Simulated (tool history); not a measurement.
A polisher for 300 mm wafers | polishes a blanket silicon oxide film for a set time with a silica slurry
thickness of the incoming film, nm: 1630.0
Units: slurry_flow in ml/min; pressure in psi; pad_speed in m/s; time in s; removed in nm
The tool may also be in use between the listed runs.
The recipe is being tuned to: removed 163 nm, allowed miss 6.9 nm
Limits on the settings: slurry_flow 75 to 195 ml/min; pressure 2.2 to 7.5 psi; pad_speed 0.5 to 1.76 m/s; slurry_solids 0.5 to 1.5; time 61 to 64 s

run 1 day=0 | slurry_flow=125 pressure=4.8 pad_speed=1.12 slurry_solids=1 time=61 | removed=178.74
run 2 day=0.046 | slurry_flow=125 pressure=5.8 pad_speed=1.12 slurry_solids=1 time=61 | removed=200.61
run 3 day=0.412 | slurry_flow=125 pressure=5.8 pad_speed=1.02 slurry_solids=1 time=61 | removed=188.13
run 4 day=0.492 | slurry_flow=125 pressure=5.8 pad_speed=1.18 slurry_solids=1 time=61 | removed=207.22
run 5 day=0.638 | slurry_flow=150 pressure=5.8 pad_speed=1.18 slurry_solids=1 time=61 | removed=213.8
run 6 day=0.729 | slurry_flow=120 pressure=5.8 pad_speed=1.18 slurry_solids=1 time=61 | removed=205.06
run 7 day=0.967 | slurry_flow=120 pressure=5.6 pad_speed=1.18 slurry_solids=1 time=61 | removed=199.38
run 8 day=1.029 | slurry_flow=120 pressure=5.4 pad_speed=1.18 slurry_solids=1 time=61 | removed=194.1
run 9 day=1.217 | slurry_flow=120 pressure=5.3 pad_speed=1.18 slurry_solids=1 time=61 | removed=194.25
run 10 day=1.5 | slurry_flow=120 pressure=5.3 pad_speed=1.18 slurry_solids=1 time=61 | removed=196.36
run 11 day=1.683 | slurry_flow=120 pressure=5.1 pad_speed=1.18 slurry_solids=1 time=61 | removed=189.99
run 12 day=1.858 | slurry_flow=120 pressure=5 pad_speed=1.18 slurry_solids=1 time=61 | removed=192.19
run 13 day=1.942 | slurry_flow=120 pressure=5 pad_speed=1.18 slurry_solids=1 time=61 | removed=187.76
run 14 day=2.075 | slurry_flow=120 pressure=4.9 pad_speed=1.18 slurry_solids=1 time=61 | removed=185.47
run 15 day=2.208 | slurry_flow=120 pressure=4.8 pad_speed=1.18 slurry_solids=1 time=61 | removed=183.39
run 16 day=2.483 | slurry_flow=120 pressure=4.7 pad_speed=1.18 slurry_solids=1 time=61 | removed=181.4
run 17 day=2.721 | slurry_flow=120 pressure=4.6 pad_speed=1.18 slurry_solids=1 time=61 | removed=178.44
run 18 day=2.858 | slurry_flow=120 pressure=4.5 pad_speed=1.18 slurry_solids=1 time=61 | removed=176.49

Consider the 5 candidate settings below. Which is the only one whose results all fall within their allowed miss of target?
run A day=2.996 | slurry_flow=120 pressure=4.6 pad_speed=1.2 slurry_solids=0.8 time=64 | removed=?
run B day=2.996 | slurry_flow=105 pressure=5 pad_speed=1.02 slurry_solids=1.15 time=64 | removed=?
run C day=2.996 | slurry_flow=125 pressure=4.6 pad_speed=1.32 slurry_solids=0.9 time=62 | removed=?
run D day=2.996 | slurry_flow=125 pressure=4 pad_speed=1.48 slurry_solids=0.8 time=61 | removed=?
run E day=2.996 | slurry_flow=80 pressure=4 pad_speed=1.26 slurry_solids=1.15 time=61 | removed=?

move=A removed=177.88
move=B removed=183.67
move=C removed=194.74
move=D removed=184.22
move=E removed=168.32
A: its largest miss is bigger than the last run's
B: its largest miss is bigger than the last run's
C: its largest miss is bigger than the last run's
D: its largest miss is bigger than the last run's
E: all results land within tolerance of their targets
Go with E: it meets all targets.
